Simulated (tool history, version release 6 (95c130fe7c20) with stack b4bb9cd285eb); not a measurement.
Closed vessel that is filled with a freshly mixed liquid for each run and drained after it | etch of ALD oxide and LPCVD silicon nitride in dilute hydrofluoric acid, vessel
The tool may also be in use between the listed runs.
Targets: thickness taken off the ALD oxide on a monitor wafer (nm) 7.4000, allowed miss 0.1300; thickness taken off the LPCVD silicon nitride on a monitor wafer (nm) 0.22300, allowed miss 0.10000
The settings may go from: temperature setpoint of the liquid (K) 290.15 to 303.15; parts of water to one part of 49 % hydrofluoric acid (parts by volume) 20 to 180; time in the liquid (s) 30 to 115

| run | hour | temperature setpoint of the liquid (K) | parts of water to one part of 49 % hydrofluoric acid (parts by volume) | time in the liquid (s) | thickness taken off the ALD oxide on a monitor wafer (nm) | thickness taken off the LPCVD silicon nitride on a monitor wafer (nm) |
|---|---|---|---|---|---|---|
| 1 | 0.0 | 295.15 | 100 | 60 | 10.6430 | 0.27341 |
| 2 | 0.7 | 295.15 | 100 | 80 | 14.1100 | 0.51640 |
| 3 | 2.0 | 295.15 | 100 | 100 | 17.5510 | 0.54023 |
| 4 | 9.7 | 295.15 | 100 | 115 | 20.1940 | 0.63468 |
| 5 | 18.0 | 298.15 | 100 | 115 | 22.9070 | 0.80040 |
| 6 | 24.8 | 297.15 | 110 | 115 | 19.6290 | 0.61029 |
| 7 | 31.4 | 296.65 | 115 | 115 | 18.3440 | 0.52948 |
| 8 | 39.1 | 296.65 | 115 | 115 | 18.5040 | 0.61197 |
| 9 | 40.7 | 296.15 | 120 | 115 | 17.0210 | 0.62920 |
| 10 | 47.2 | 292.15 | 160 | 115 | 10.4890 | 0.24067 |
|  | 48.9 | hydrofluoric acid flow meter replaced |
| 11 | 48.9 | 292.15 | 170 | 110 | 8.6091 | 0.28367 |
| 12 | 55.3 | 290.15 | 175 | 110 | 7.5944 | 0.20072 |

4 next moves are on the table. One of them brings every result within its allowed miss. Which?
| A | 61.7 | 299.15 | 175 | 80 | ? | ? |
| B | 61.7 | 291.15 | 175 | 110 | ? | ? |
| C | 61.7 | 303.15 | 180 | 70 | ? | ? |
| D | 61.7 | 290.15 | 165 | 100 | ? | ? |

| move | thickness taken off the ALD oxide on a monitor wafer (nm) | thickness taken off the LPCVD silicon nitride on a monitor wafer (nm) |
|---|---|---|
| A | 7.8112 | 0.28135 |
| B | 7.9003 | 0.22993 |
| C | 7.6261 | 0.30607 |
| D | 7.3866 | 0.20671 |
A: further off than the last run
B: further off than the last run
C: further off than the last run
D: meets every target
Answer: D
